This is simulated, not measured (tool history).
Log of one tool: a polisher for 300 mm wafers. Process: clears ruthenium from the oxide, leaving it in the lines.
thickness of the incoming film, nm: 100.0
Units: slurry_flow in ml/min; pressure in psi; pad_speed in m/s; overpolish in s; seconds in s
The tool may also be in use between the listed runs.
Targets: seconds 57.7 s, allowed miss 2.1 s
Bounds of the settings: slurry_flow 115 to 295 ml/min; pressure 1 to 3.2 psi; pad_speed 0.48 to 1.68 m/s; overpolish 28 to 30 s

| run | hour | slurry_flow | pressure | pad_speed | overpolish | seconds |
|---|---|---|---|---|---|---|
| 1 | 0 | 190 | 2.1 | 1.08 | 28 | 93.549 |
| 2 | 5 | 155 | 2.1 | 1.08 | 28 | 96.178 |
| 3 | 14 | 140 | 2.1 | 1.08 | 28 | 97.625 |
| 4 | 20 | 140 | 1.8 | 1.08 | 28 | 112.24 |
| 5 | 25.6 | 140 | 1.8 | 0.94 | 28 | 130 |
| 6 | 30.4 | 140 | 1.8 | 1.16 | 28 | 105.8 |
| 7 | 34.1 | 145 | 2.1 | 1.16 | 28 | 89.047 |
| 8 | 36.8 | 145 | 2.3 | 1.16 | 28 | 80.818 |
| 9 | 42.4 | 150 | 2.5 | 1.16 | 28 | 76.565 |
| 10 | 45.2 | 160 | 2.6 | 1.16 | 28 | 72.631 |
| 11 | 47.5 | 165 | 2.7 | 1.16 | 28 | 68.209 |
| 12 | 54.8 | 170 | 2.8 | 1.16 | 28 | 66.886 |
| 13 | 57.4 | 170 | 2.9 | 1.16 | 28 | 64.259 |
| 14 | 65.3 | 170 | 3 | 1.16 | 28 | 61.804 |

Which of these 5 next moves meets every target?
| A | 73.2 | 195 | 2.7 | 1.14 | 28 | ? |
| B | 73.2 | 180 | 3.2 | 1.16 | 30 | ? |
| C | 73.2 | 160 | 3.1 | 1.04 | 28 | ? |
| D | 73.2 | 170 | 3.1 | 1.06 | 30 | ? |
| E | 73.2 | 180 | 3.1 | 1.08 | 28 | ? |

| move | seconds |
|---|---|
| A | 67.808 |
| B | 57.175 |
| C | 66.945 |
| D | 65.002 |
| E | 63.219 |
A: further off than the last run
B: meets every target
C: further off than the last run
D: further off than the last run
E: further off than the last run
The right move is B.
